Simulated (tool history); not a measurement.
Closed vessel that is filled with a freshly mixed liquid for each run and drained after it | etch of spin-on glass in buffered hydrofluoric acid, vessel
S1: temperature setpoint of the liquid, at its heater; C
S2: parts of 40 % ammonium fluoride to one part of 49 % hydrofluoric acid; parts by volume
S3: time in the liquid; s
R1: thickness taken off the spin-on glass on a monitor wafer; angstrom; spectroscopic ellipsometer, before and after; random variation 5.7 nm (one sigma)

{"run": 1, "hour": 0.0, "S1": 21.0, "S2": 9.0, "S3": 90, "R1": 3644.0}
{"run": 2, "hour": 3.1, "S1": 23.0, "S2": 8.5, "S3": 90, "R1": 4334.9}
{"run": 3, "hour": 12.1, "S1": 23.0, "S2": 8.5, "S3": 90, "R1": 4356.2}
{"run": 4, "hour": 16.9, "S1": 20.5, "S2": 8.5, "S3": 90, "R1": 3767.6}
{"run": 5, "hour": 25.0, "S1": 23.0, "S2": 8.5, "S3": 90, "R1": 4260.4}
{"run": 6, "hour": 28.1, "S1": 23.0, "S2": 6.5, "S3": 90, "R1": 5708.8}
{"run": 7, "hour": 36.2, "S1": 23.5, "S2": 6.5, "S3": 90, "R1": 5793.4}
{"run": 8, "hour": 43.2, "S1": 24.0, "S2": 6.5, "S3": 90, "R1": 5872.9}
{"run": 9, "hour": 47.2, "S1": 24.5, "S2": 6.5, "S3": 90, "R1": 6079.6}

Forecast run 10:
{"run": 10, "hour": 49.5, "S1": 25.0, "S2": 6.5, "S3": 90, "R1": "?"}

Run 10 gave R1 6291.8 angstrom.
